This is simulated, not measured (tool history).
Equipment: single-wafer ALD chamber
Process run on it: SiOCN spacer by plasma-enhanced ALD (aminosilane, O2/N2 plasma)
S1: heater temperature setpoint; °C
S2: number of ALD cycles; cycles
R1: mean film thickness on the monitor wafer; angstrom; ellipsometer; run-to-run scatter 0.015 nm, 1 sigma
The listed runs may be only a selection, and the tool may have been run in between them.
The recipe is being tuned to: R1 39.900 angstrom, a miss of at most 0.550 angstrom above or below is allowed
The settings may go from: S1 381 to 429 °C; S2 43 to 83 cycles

Run 1, day 0.000: S1 405 °C, S2 63 cycles. Result: R1 35.555 angstrom.
Run 2, day 0.029: S1 405 °C, S2 66 cycles. Result: R1 37.428 angstrom.
Run 3, day 0.408: S1 402 °C, S2 66 cycles. Result: R1 37.461 angstrom.
Run 4, day 0.446: S1 401 °C, S2 67 cycles. Result: R1 38.195 angstrom.
Run 5, day 0.783: S1 397 °C, S2 67 cycles. Result: R1 38.697 angstrom.
Run 6, day 0.975: S1 393 °C, S2 67 cycles. Result: R1 38.933 angstrom.
Run 7, day 1.329: S1 392 °C, S2 67 cycles. Result: R1 39.033 angstrom.
Run 8, day 1.517: S1 391 °C, S2 67 cycles. Result: R1 38.961 angstrom.
Run 9, day 1.754: S1 390 °C, S2 67 cycles. Result: R1 39.039 angstrom.
Run 10, day 1.946: S1 389 °C, S2 67 cycles. Result: R1 39.214 angstrom.
Run 11, day 1.996: S1 388 °C, S2 67 cycles. Result: R1 39.007 angstrom.

Exercise: of the 4 proposed moves below, exactly one satisfies all targets within the stated allowed misses. Which move is it?
Run A, day 2.046: S1 385 °C, S2 70 cycles. Result: R1 ?.
Run B, day 2.046: S1 381 °C, S2 69 cycles. Result: R1 ?.
Run C, day 2.046: S1 394 °C, S2 64 cycles. Result: R1 ?.
Run D, day 2.046: S1 403 °C, S2 67 cycles. Result: R1 ?.

move      R1
   A  40.770
   B  40.188
   C  37.275
   D  38.259
A: pushes the last run's worst result past its target
B: meets every target
C: the biggest miss grows against the last run
D: the biggest miss grows against the last run
B meets every target.

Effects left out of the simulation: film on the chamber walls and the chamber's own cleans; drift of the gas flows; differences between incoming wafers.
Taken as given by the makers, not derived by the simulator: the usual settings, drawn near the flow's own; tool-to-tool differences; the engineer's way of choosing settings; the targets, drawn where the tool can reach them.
